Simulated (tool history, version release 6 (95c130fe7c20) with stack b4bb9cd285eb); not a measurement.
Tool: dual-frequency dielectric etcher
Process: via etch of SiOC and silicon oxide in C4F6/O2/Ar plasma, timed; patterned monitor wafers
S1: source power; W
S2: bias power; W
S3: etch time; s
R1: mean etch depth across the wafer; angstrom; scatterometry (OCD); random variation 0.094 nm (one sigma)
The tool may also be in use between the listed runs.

Run 1, hour 0.0: S1 260 W, S2 169 W, S3 31.0 s. Result: R1 295.89 angstrom.
Run 2, hour 7.3: S1 260 W, S2 146 W, S3 31.0 s. Result: R1 279.17 angstrom.
Run 3, hour 8.3: S1 250 W, S2 144 W, S3 31.0 s. Result: R1 275.64 angstrom.
Run 4, hour 10.5: S1 270 W, S2 144 W, S3 31.0 s. Result: R1 283.88 angstrom.
Run 5, hour 13.8: S1 310 W, S2 144 W, S3 31.0 s. Result: R1 294.67 angstrom.
Run 6, hour 15.0: S1 350 W, S2 144 W, S3 31.0 s. Result: R1 310.95 angstrom.
Run 7, hour 22.5: S1 320 W, S2 137 W, S3 31.0 s. Result: R1 294.01 angstrom.

Forecast run 8:
Run 8, hour 26.2: S1 300 W, S2 132 W, S3 31.0 s. Result: R1 ?.

{"run 8": {"R1": 286.21}}

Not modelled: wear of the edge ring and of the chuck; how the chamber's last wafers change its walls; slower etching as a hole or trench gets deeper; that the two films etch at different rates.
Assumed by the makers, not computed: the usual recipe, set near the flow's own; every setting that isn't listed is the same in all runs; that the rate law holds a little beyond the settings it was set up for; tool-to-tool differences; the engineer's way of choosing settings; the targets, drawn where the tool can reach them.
